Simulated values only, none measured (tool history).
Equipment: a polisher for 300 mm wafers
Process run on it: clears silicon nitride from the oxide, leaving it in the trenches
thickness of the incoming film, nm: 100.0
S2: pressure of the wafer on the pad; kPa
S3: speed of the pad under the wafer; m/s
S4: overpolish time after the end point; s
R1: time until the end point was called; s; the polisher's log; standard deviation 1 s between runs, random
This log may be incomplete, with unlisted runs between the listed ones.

Run 1, day 0: flow of slurry (ml/min) 210, S2 18.6 kPa, S3 1.22 m/s, S4 42 s. Result: R1 112.48 s.
Run 2, day 0.1: flow of slurry (ml/min) 210, S2 20 kPa, S3 1.24 m/s, S4 42 s. Result: R1 106.53 s.
Run 3, day 0.233: flow of slurry (ml/min) 210, S2 21.4 kPa, S3 1.28 m/s, S4 42 s. Result: R1 97.645 s.
Run 4, day 0.583: flow of slurry (ml/min) 210, S2 22.8 kPa, S3 1.32 m/s, S4 42 s. Result: R1 87.483 s.
Run 5, day 0.817: flow of slurry (ml/min) 210, S2 23.4 kPa, S3 1.34 m/s, S4 42 s. Result: R1 86.276 s.
Run 6, day 0.971: flow of slurry (ml/min) 210, S2 25.5 kPa, S3 1.34 m/s, S4 42 s. Result: R1 79.59 s.
Run 7, day 1.096: flow of slurry (ml/min) 210, S2 26.2 kPa, S3 1.38 m/s, S4 42 s. Result: R1 76.746 s.

Forecast run 8:
At day 1.408: slurry nozzle cleaned.
Run 8, day 1.408: flow of slurry (ml/min) 210, S2 26.9 kPa, S3 1.42 m/s, S4 42 s. Result: R1 ?.

R1: 66.749 s
